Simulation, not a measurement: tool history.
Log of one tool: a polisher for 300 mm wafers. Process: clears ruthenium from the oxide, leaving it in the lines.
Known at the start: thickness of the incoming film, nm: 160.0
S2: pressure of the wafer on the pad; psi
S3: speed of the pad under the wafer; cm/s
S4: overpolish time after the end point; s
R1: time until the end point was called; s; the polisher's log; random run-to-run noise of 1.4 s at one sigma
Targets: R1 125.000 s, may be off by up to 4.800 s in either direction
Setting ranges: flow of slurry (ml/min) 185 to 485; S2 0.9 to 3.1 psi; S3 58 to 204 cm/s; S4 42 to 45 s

run 1 hour=0.0 | flow_of_slurry_(ml/min)=310 S2=2.0 S3=130 S4=42 | R1=100.440
run 2 hour=5.7 | flow_of_slurry_(ml/min)=310 S2=2.0 S3=154 S4=42 | R1=87.430
run 3 hour=9.7 | flow_of_slurry_(ml/min)=240 S2=2.0 S3=154 S4=42 | R1=88.664
run 4 hour=18.6 | flow_of_slurry_(ml/min)=240 S2=1.8 S3=154 S4=42 | R1=102.030
run 5 hour=20.5 | flow_of_slurry_(ml/min)=240 S2=1.8 S3=154 S4=42 | R1=98.983
run 6 hour=28.3 | flow_of_slurry_(ml/min)=240 S2=1.8 S3=154 S4=45 | R1=101.050
run 7 hour=37.0 | flow_of_slurry_(ml/min)=240 S2=1.7 S3=154 S4=45 | R1=105.010
run 8 hour=45.1 | flow_of_slurry_(ml/min)=240 S2=1.6 S3=154 S4=45 | R1=109.060
run 9 hour=53.3 | flow_of_slurry_(ml/min)=235 S2=1.5 S3=154 S4=45 | R1=120.400

Of the 5 settings listed for the next run, only one would bring every result within its allowed miss of target. Which one?
run A hour=61.5 | flow_of_slurry_(ml/min)=190 S2=1.6 S3=154 S4=42 | R1=?
run B hour=61.5 | flow_of_slurry_(ml/min)=330 S2=1.6 S3=124 S4=42 | R1=?
run C hour=61.5 | flow_of_slurry_(ml/min)=225 S2=1.6 S3=156 S4=42 | R1=?
run D hour=61.5 | flow_of_slurry_(ml/min)=295 S2=1.4 S3=178 S4=42 | R1=?
run E hour=61.5 | flow_of_slurry_(ml/min)=305 S2=1.5 S3=160 S4=45 | R1=?

move=A R1=114.160
move=B R1=127.360
move=C R1=111.500
move=D R1=112.620
move=E R1=113.820
A: misses by more than the last run did
B: all results in spec
C: misses by more than the last run did
D: misses by more than the last run did
E: misses by more than the last run did
The move that meets every target is B.
